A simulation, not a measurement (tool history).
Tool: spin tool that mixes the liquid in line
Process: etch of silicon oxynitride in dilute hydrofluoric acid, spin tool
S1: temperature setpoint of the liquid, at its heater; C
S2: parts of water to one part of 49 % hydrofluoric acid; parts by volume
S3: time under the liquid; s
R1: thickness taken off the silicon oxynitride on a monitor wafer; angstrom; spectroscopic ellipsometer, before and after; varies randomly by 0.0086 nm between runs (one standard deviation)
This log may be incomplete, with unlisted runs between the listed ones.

run    day    S1   S2  S3      R1
  1  0.000  24.0  190  50  4.5050
  2  0.033  24.0  235  50  3.5780
  3  0.158  27.5  235  50  4.1533
  4  0.525  28.0  225  50  4.4931
  5  0.575  28.0  225  25  2.1678
  6  0.738  27.5  190  30  3.2005

Predict the results of run 7:
  7  1.029  27.5  165  35   ?

{"run 7": {"R1": 4.459}}
